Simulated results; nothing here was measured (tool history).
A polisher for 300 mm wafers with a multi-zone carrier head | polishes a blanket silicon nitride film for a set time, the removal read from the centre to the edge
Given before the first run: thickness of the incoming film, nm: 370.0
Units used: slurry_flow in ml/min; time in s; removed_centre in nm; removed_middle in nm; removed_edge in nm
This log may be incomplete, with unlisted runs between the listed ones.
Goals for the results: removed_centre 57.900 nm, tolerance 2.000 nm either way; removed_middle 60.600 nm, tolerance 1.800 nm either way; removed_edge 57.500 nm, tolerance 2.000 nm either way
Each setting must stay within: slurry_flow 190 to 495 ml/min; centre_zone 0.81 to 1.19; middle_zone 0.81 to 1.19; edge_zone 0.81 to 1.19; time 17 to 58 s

run,hour,slurry_flow,centre_zone,middle_zone,edge_zone,time,removed_centre,removed_middle,removed_edge
1,0.0,320,1.00,1.00,1.00,37,67.772,67.488,65.774
2,0.6,320,1.00,1.06,1.00,37,66.461,68.661,66.337
3,6.8,320,0.96,1.06,1.00,37,65.306,69.107,66.062
4,10.7,320,0.96,1.06,0.94,37,63.247,70.054,63.972
5,17.9,320,0.96,1.13,0.94,37,64.805,71.497,65.967
6,24.5,315,0.96,1.09,0.94,36,61.787,67.725,63.108
7,25.3,305,0.96,1.07,0.93,36,63.115,68.373,62.233
8,27.1,305,0.96,1.05,0.94,35,59.274,65.000,61.091

5 candidate next runs follow, results not yet known. Just one meets every target within its allowed miss. Identify it.
A,28.9,305,0.94,1.09,0.83,34,?,?,?
B,28.9,290,1.00,1.07,0.99,32,?,?,?
C,28.9,365,1.01,0.98,1.06,33,?,?,?
D,28.9,215,0.95,0.86,1.19,35,?,?,?
E,28.9,300,1.01,1.04,1.19,34,?,?,?

move,removed_centre,removed_middle,removed_edge
A,57.139,64.535,55.361
B,56.775,59.822,56.349
C,60.225,59.728,60.937
D,57.371,56.539,66.381
E,61.073,62.686,65.827
A: closer than the last run, but not yet in spec
B: all results in spec
C: meets the target for the result that was furthest off, but another lies outside its allowed miss
D: pushes the last run's worst result past its target
E: further off than the last run
B is the move that brings every result within its allowed miss.

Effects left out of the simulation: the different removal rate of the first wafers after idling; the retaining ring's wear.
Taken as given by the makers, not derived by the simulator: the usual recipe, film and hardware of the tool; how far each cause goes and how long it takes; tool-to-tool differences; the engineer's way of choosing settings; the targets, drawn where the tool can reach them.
